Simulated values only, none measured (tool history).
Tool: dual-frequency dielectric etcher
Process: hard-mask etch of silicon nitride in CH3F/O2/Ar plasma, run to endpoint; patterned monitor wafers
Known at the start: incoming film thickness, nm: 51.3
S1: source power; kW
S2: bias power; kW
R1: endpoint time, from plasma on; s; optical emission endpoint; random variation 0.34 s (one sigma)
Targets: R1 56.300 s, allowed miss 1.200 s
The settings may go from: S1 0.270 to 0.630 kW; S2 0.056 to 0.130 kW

Run 1, day 0.000: S1 0.450 kW, S2 0.093 kW. Result: R1 65.316 s.
Run 2, day 0.104: S1 0.380 kW, S2 0.093 kW. Result: R1 69.971 s.
Run 3, day 0.221: S1 0.440 kW, S2 0.096 kW. Result: R1 65.233 s.
Run 4, day 0.517: S1 0.410 kW, S2 0.096 kW. Result: R1 66.820 s.
Run 5, day 0.754: S1 0.460 kW, S2 0.098 kW. Result: R1 64.562 s.
Run 6, day 1.075: S1 0.500 kW, S2 0.102 kW. Result: R1 60.239 s.
Run 7, day 1.275: S1 0.520 kW, S2 0.103 kW. Result: R1 59.993 s.
Run 8, day 1.479: S1 0.540 kW, S2 0.104 kW. Result: R1 58.187 s.
Run 9, day 1.571: S1 0.550 kW, S2 0.104 kW. Result: R1 58.467 s.

4 next moves are on the table. One of them brings every result within its allowed miss. Which?
Run A, day 1.662: S1 0.550 kW, S2 0.113 kW. Result: R1 ?.
Run B, day 1.662: S1 0.590 kW, S2 0.119 kW. Result: R1 ?.
Run C, day 1.662: S1 0.630 kW, S2 0.118 kW. Result: R1 ?.
Run D, day 1.662: S1 0.630 kW, S2 0.110 kW. Result: R1 ?.

move      R1
   A  56.505
   B  54.025
   C  52.890
   D  54.249
A: meets every target
B: takes the result that was furthest off past its target
C: takes the result that was furthest off past its target
D: takes the result that was furthest off past its target
Answer: A
